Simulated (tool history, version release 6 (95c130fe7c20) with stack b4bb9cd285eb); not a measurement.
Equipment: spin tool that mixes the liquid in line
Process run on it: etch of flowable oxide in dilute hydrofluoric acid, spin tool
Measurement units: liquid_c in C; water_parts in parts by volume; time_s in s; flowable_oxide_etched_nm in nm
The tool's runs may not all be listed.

| run | hour | liquid_c | water_parts | time_s | flowable_oxide_etched_nm |
|---|---|---|---|---|---|
| 1 | 0.0 | 25.0 | 295 | 60 | 8.6997 |
| 2 | 4.9 | 25.0 | 295 | 40 | 5.7597 |
| 3 | 10.7 | 26.5 | 280 | 40 | 6.5789 |
| 4 | 15.6 | 26.0 | 255 | 40 | 7.3084 |
| 5 | 20.1 | 26.0 | 235 | 40 | 7.9027 |
| 6 | 25.4 | 26.0 | 235 | 40 | 8.0661 |
|  | 30.6 | thermometer replaced |
| 7 | 30.6 | 26.0 | 220 | 40 | 8.3973 |
| 8 | 36.1 | 26.0 | 210 | 40 | 8.7758 |

Run 9 comes next. What will it give?
| 9 | 40.1 | 26.0 | 210 | 40 | ? |

{"run 9": {"flowable_oxide_etched_nm": 9.0004}}
